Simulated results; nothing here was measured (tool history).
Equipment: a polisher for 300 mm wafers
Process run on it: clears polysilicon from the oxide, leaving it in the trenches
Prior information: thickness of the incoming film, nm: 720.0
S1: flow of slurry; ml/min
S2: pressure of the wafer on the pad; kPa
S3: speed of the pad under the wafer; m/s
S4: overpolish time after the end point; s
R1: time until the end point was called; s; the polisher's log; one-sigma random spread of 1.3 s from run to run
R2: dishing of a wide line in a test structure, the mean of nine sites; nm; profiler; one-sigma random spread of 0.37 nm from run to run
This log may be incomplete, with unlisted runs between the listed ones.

run,hour,S1,S2,S3,S4,R1,R2
1,0,130,11.7,0.98,25,97.749,39.299
2,5.4,120,11.7,0.98,25,96.841,38.187
3,10.8,110,11.7,0.98,22,97.56,37.322
4,16.7,110,11.7,1.2,22,82.672,38.189
5,20.3,110,11.7,1.36,22,70.995,39.386
6,24.8,105,12.4,1.24,19,76.177,38.449
7,32,100,12.4,1.2,17,80.779,37.961
8,37.5,95,12.4,1.16,15,82.655,37.306
9,40.1,90,13.1,1.1,14,84.632,37.024
10,47.8,90,13.1,1.06,13,86.551,35.586
11,50.1,90,13.8,0.94,12,95.022,35.041
12,55.4,90,14.5,0.88,11,94.432,33.443
13,59.7,90,15.2,0.84,10,93.442,32.891
14,67.1,90,15.9,0.8,10,97.961,32.922
15,74.6,90,16.5,0.78,10,95.789,32.961

Run 16, settings as shown, results not yet in. Your forecast:
16,75.6,90,17.2,0.76,10,?,?

R1: 94.76 s
R2: 33.079 nm
